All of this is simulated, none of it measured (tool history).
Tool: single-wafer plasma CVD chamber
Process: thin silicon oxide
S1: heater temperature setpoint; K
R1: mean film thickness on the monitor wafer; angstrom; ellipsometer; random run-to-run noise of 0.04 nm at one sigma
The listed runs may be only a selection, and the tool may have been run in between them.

run 1 hour=0.0 | S1=663.15 chamber_pressure_(Torr)=0.680 RF_power_(kW)=0.315 deposition_time_(s)=7.7 | R1=110.790
run 2 hour=3.2 | S1=663.15 chamber_pressure_(Torr)=0.578 RF_power_(kW)=0.315 deposition_time_(s)=7.7 | R1=93.984
run 3 hour=6.9 | S1=663.15 chamber_pressure_(Torr)=0.578 RF_power_(kW)=0.315 deposition_time_(s)=7.7 | R1=94.385
run 4 hour=14.2 | S1=657.15 chamber_pressure_(Torr)=0.578 RF_power_(kW)=0.315 deposition_time_(s)=7.7 | R1=94.352
run 5 hour=16.7 | S1=662.15 chamber_pressure_(Torr)=0.578 RF_power_(kW)=0.315 deposition_time_(s)=7.7 | R1=94.182
run 6 hour=24.5 | S1=662.15 chamber_pressure_(Torr)=0.557 RF_power_(kW)=0.315 deposition_time_(s)=7.7 | R1=90.771

Expected results for the next run?
run 7 hour=25.8 | S1=662.15 chamber_pressure_(Torr)=0.543 RF_power_(kW)=0.315 deposition_time_(s)=7.7 | R1=?

Run 7 gave R1 88.763 angstrom.
